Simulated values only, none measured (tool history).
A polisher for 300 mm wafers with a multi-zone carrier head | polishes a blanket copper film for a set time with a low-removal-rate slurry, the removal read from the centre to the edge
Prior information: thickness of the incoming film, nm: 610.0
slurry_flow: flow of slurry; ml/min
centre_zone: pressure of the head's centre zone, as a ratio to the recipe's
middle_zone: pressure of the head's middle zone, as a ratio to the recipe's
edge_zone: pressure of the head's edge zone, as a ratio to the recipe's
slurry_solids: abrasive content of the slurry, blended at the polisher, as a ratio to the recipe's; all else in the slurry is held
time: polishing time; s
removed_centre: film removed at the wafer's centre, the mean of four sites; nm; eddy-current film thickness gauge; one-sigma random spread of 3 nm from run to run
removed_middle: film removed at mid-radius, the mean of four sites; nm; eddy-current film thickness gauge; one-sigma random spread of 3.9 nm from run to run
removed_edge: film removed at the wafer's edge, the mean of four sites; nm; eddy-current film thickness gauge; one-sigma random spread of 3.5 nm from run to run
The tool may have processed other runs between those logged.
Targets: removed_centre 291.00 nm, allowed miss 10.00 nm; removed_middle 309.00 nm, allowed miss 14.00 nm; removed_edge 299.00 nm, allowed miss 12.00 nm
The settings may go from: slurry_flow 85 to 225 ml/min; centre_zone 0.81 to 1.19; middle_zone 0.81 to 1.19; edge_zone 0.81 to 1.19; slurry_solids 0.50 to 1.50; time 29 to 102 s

run,hour,slurry_flow,centre_zone,middle_zone,edge_zone,slurry_solids,time,removed_centre,removed_middle,removed_edge
1,0.0,145,1.00,1.00,1.00,1.00,65,205.20,205.28,208.21
2,3.2,145,1.05,1.00,1.00,1.00,65,213.75,204.45,206.72
3,7.3,145,1.05,1.09,1.00,1.00,65,217.67,222.80,206.94
4,7.8,155,1.04,1.10,1.05,1.15,68,231.24,238.05,228.06
5,12.9,160,1.04,1.12,1.08,1.25,72,252.14,268.76,253.41
6,19.9,160,1.04,1.19,1.08,1.25,72,259.83,279.40,254.92
7,23.5,170,1.05,1.18,1.12,1.35,73,262.21,294.45,265.89
8,32.0,170,1.10,1.08,1.18,1.45,80,312.90,297.83,299.73
9,40.1,165,1.08,1.10,1.17,1.45,80,306.66,302.58,300.66
10,48.2,165,1.07,1.11,1.17,1.45,80,298.93,305.43,300.25
11,54.9,165,1.07,1.11,1.17,1.45,80,302.52,304.92,303.82

Which single option among these 4 for the next run brings every result within its allowed miss of target? Just one does.
A,61.6,130,1.04,0.93,1.19,1.20,93,?,?,?
B,61.6,135,1.13,1.09,1.15,1.25,85,?,?,?
C,61.6,180,1.02,1.10,1.14,1.45,81,?,?,?
D,61.6,185,1.10,1.12,1.10,1.50,80,?,?,?

move,removed_centre,removed_middle,removed_edge
A,306.93,278.79,331.40
B,310.86,296.22,302.98
C,292.81,309.85,308.85
D,316.02,314.41,304.48
A: misses by more than the last run did
B: misses by more than the last run did
C: meets every target
D: misses by more than the last run did
C meets every target.

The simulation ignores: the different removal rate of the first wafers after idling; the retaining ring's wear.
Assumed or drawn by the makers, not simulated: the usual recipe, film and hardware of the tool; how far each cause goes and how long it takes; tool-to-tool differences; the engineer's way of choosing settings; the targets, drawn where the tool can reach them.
